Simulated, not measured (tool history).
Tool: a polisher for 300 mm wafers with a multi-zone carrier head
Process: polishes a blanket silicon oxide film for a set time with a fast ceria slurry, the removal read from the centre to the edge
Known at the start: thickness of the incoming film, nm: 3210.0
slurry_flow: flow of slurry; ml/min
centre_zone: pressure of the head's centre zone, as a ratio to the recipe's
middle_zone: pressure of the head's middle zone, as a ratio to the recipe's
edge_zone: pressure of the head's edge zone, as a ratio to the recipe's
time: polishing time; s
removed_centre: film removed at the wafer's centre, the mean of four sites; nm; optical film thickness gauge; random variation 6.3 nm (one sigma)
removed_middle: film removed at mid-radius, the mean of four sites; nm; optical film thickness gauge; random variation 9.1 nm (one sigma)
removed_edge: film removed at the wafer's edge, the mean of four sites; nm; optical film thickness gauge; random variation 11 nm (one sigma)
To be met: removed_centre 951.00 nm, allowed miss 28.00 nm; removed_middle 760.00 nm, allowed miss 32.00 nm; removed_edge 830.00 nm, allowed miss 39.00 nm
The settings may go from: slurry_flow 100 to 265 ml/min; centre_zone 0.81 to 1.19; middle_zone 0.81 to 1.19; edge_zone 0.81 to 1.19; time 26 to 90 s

| run | hour | slurry_flow | centre_zone | middle_zone | edge_zone | time | removed_centre | removed_middle | removed_edge |
|---|---|---|---|---|---|---|---|---|---|
| 1 | 0.0 | 170 | 1.00 | 1.00 | 1.00 | 58 | 941.80 | 975.99 | 972.50 |
| 2 | 5.6 | 170 | 1.00 | 1.00 | 1.08 | 58 | 932.73 | 984.61 | 961.57 |
| 3 | 7.3 | 170 | 1.00 | 1.00 | 1.08 | 71 | 1161.70 | 1190.40 | 1200.50 |
| 4 | 15.8 | 170 | 1.03 | 0.98 | 1.08 | 67 | 1136.10 | 1096.10 | 1151.10 |
| 5 | 21.6 | 145 | 1.03 | 0.98 | 1.08 | 67 | 1084.30 | 1068.70 | 1122.00 |
| 6 | 27.1 | 145 | 1.03 | 0.98 | 1.12 | 67 | 1087.50 | 1086.50 | 1134.70 |
| 7 | 30.8 | 160 | 1.05 | 0.97 | 1.10 | 63 | 1060.40 | 1030.20 | 1080.90 |
| 8 | 37.3 | 170 | 1.07 | 0.96 | 1.07 | 59 | 1025.60 | 947.16 | 990.23 |

4 next moves are on the table. One of them brings every result within its allowed miss. Which?
| A | 43.8 | 170 | 1.18 | 0.91 | 1.07 | 49 | ? | ? | ? |
| B | 43.8 | 175 | 0.83 | 0.94 | 1.10 | 69 | ? | ? | ? |
| C | 43.8 | 130 | 1.01 | 0.81 | 1.04 | 57 | ? | ? | ? |
| D | 43.8 | 180 | 1.03 | 0.90 | 1.10 | 52 | ? | ? | ? |

| move | removed_centre | removed_middle | removed_edge |
|---|---|---|---|
| A | 942.83 | 767.93 | 810.84 |
| B | 937.05 | 1118.90 | 1161.80 |
| C | 877.19 | 766.28 | 893.12 |
| D | 882.57 | 816.44 | 879.21 |
A: meets every target
B: further off than the last run
C: brings the result that was furthest off to its target, and leaves another outside
D: nearer than the last run, and not there yet
Move A is the one to make.
